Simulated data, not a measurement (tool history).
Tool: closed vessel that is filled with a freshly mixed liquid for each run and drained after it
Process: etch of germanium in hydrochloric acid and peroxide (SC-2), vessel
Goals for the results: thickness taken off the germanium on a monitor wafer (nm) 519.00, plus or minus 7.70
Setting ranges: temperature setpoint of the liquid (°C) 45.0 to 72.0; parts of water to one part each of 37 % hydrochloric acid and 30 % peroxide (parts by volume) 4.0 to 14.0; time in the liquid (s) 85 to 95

| run | day | temperature setpoint of the liquid (°C) | parts of water to one part each of 37 % hydrochloric acid and 30 % peroxide (parts by volume) | time in the liquid (s) | thickness taken off the germanium on a monitor wafer (nm) |
|---|---|---|---|---|---|
| 1 | 0.000 | 61.0 | 7.5 | 85 | 371.55 |
| 2 | 0.329 | 61.0 | 5.5 | 85 | 380.07 |
| 3 | 0.521 | 61.0 | 8.5 | 85 | 366.44 |
| 4 | 0.762 | 62.5 | 8.5 | 85 | 384.95 |
| 5 | 1.033 | 62.5 | 6.5 | 85 | 392.83 |
| 6 | 1.192 | 63.5 | 6.5 | 85 | 403.96 |
| 7 | 1.262 | 63.5 | 6.5 | 85 | 404.65 |
|  | 1.458 | new drum of peroxide connected |
| 8 | 1.458 | 63.5 | 6.5 | 85 | 408.00 |
| 9 | 1.708 | 64.5 | 6.5 | 85 | 420.24 |
| 10 | 1.746 | 65.5 | 6.5 | 85 | 429.31 |
| 11 | 1.833 | 66.5 | 6.5 | 85 | 441.21 |
| 12 | 1.921 | 67.0 | 6.5 | 85 | 450.90 |
| 13 | 2.104 | 67.5 | 6.5 | 85 | 453.93 |
| 14 | 2.296 | 68.0 | 6.5 | 85 | 460.88 |
| 15 | 2.621 | 68.5 | 6.5 | 85 | 467.64 |
| 16 | 2.996 | 69.0 | 6.5 | 85 | 475.51 |
| 17 | 3.192 | 69.5 | 6.5 | 85 | 481.59 |

Next run, 4 choices. One meets every target within its allowed miss, the rest don't. Which?
| A | 3.388 | 71.0 | 7.5 | 85 | ? |
| B | 3.388 | 68.0 | 6.5 | 95 | ? |
| C | 3.388 | 72.0 | 8.0 | 85 | ? |
| D | 3.388 | 72.0 | 11.5 | 95 | ? |

| move | thickness taken off the germanium on a monitor wafer (nm) |
|---|---|
| A | 496.26 |
| B | 515.39 |
| C | 507.18 |
| D | 542.63 |
A: better than the last run, though not everything is in spec
B: in spec on every target
C: better than the last run, though not everything is in spec
D: carries the result that was furthest off beyond its target, to the other side
So the answer is move B, the one that meets all the targets.
